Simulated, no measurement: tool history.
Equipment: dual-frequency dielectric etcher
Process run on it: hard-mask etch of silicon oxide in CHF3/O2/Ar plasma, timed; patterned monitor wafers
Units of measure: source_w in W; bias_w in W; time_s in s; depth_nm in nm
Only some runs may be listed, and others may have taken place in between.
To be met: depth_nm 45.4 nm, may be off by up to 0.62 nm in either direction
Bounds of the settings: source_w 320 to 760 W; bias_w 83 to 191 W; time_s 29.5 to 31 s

run	hour	source_w	bias_w	time_s	depth_nm
1	0	540	137	29.5	49.693
2	5	480	137	29.5	47.32
3	5.9	540	137	29.5	50.022
4	14.3	540	137	31	52.201
5	17.3	520	136	31	51.359
6	18.5	520	136	31	51.382
7	25.8	500	136	31	50.91
8	29.6	480	135	31	49.76

Pick the move, out of 4, that brings all results within their allowed miss; only one does.
A	33.4	450	126	30.5	?
B	33.4	480	125	30	?
C	33.4	430	140	30	?
D	33.4	460	125	29.5	?

move	depth_nm
A	47.012
B	47.228
C	47.15
D	45.717
A: closer than the last run, but not yet in spec
B: closer than the last run, but not yet in spec
C: closer than the last run, but not yet in spec
D: hits every target within its allowed miss
Go with D: it meets all targets.
